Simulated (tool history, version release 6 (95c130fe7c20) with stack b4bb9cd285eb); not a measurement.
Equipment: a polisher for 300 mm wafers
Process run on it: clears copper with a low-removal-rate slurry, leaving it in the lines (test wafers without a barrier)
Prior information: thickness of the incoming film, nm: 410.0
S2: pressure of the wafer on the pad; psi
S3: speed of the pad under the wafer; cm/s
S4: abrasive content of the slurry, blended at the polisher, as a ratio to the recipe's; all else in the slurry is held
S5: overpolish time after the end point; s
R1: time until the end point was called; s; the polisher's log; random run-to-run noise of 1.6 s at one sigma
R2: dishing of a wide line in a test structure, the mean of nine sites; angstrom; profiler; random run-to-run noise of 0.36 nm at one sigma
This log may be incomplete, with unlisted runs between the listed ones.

Run 1, hour 0.0: flow of slurry (ml/min) 145, S2 3.7 psi, S3 108 cm/s, S4 1.00, S5 28 s. Result: R1 112.46 s, R2 695.42 angstrom.
Run 2, hour 3.7: flow of slurry (ml/min) 145, S2 3.7 psi, S3 108 cm/s, S4 0.90, S5 28 s. Result: R1 116.59 s, R2 693.71 angstrom.
Run 3, hour 10.0: flow of slurry (ml/min) 145, S2 3.7 psi, S3 108 cm/s, S4 0.75, S5 28 s. Result: R1 116.88 s, R2 668.87 angstrom.
Run 4, hour 17.8: flow of slurry (ml/min) 150, S2 3.1 psi, S3 122 cm/s, S4 0.70, S5 22 s. Result: R1 118.74 s, R2 518.59 angstrom.
Run 5, hour 23.4: flow of slurry (ml/min) 175, S2 3.1 psi, S3 122 cm/s, S4 0.70, S5 22 s. Result: R1 117.44 s, R2 534.20 angstrom.
Run 6, hour 29.6: flow of slurry (ml/min) 175, S2 3.1 psi, S3 102 cm/s, S4 0.70, S5 22 s. Result: R1 141.46 s, R2 460.72 angstrom.
Run 7, hour 37.4: flow of slurry (ml/min) 150, S2 2.7 psi, S3 120 cm/s, S4 0.65, S5 18 s. Result: R1 138.17 s, R2 389.53 angstrom.

Run 8 is up next; what results do you expect?
Run 8, hour 43.9: flow of slurry (ml/min) 130, S2 2.5 psi, S3 134 cm/s, S4 0.60, S5 15 s. Result: R1 ?, R2 ?.

R1: 138.69 s
R2: 330.13 angstrom

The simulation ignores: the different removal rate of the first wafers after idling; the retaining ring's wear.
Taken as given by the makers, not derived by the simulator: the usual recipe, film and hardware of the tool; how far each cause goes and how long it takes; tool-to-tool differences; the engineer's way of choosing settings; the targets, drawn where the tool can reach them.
